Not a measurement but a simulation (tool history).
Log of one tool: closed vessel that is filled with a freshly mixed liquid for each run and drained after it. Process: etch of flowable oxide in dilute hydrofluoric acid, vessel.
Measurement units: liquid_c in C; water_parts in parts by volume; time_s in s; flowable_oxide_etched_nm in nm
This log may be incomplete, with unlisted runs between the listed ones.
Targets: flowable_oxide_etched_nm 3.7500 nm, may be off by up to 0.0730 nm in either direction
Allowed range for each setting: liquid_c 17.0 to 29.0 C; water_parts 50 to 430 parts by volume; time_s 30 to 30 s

run  hour  liquid_c  water_parts  time_s  flowable_oxide_etched_nm
  1   0.0      21.0          240      30                    3.1413
  2   2.5      21.0          270      30                    2.7040
  3   8.2      18.0          270      30                    2.4020
  4  12.3      21.5          265      30                    2.7959
  5  17.0      24.0          260      30                    3.1846
  6  23.4      24.0          260      30                    3.1441
  7  24.9      24.0          260      30                    3.1591
  8  30.4      25.5          260      30                    3.3172
  9  36.2      26.5          260      30                    3.4504
 10  42.0      27.5          260      30                    3.5426
 11  43.4      28.0          260      30                    3.6591

5 candidate next runs follow, results not yet known. Just one meets every target within its allowed miss. Identify it.
  A  44.8      29.0          270      30                         ?
  B  44.8      29.0          260      30                         ?
  C  44.8      24.5          240      30                         ?
  D  44.8      28.0          265      30                         ?
  E  44.8      25.5          245      30                         ?

move  flowable_oxide_etched_nm
   A                    3.5852
   B                    3.7649
   C                    3.5662
   D                    3.5520
   E                    3.6009
A: its largest miss is bigger than the last run's
B: meets every target
C: its largest miss is bigger than the last run's
D: its largest miss is bigger than the last run's
E: its largest miss is bigger than the last run's
Go with B: it meets all targets.
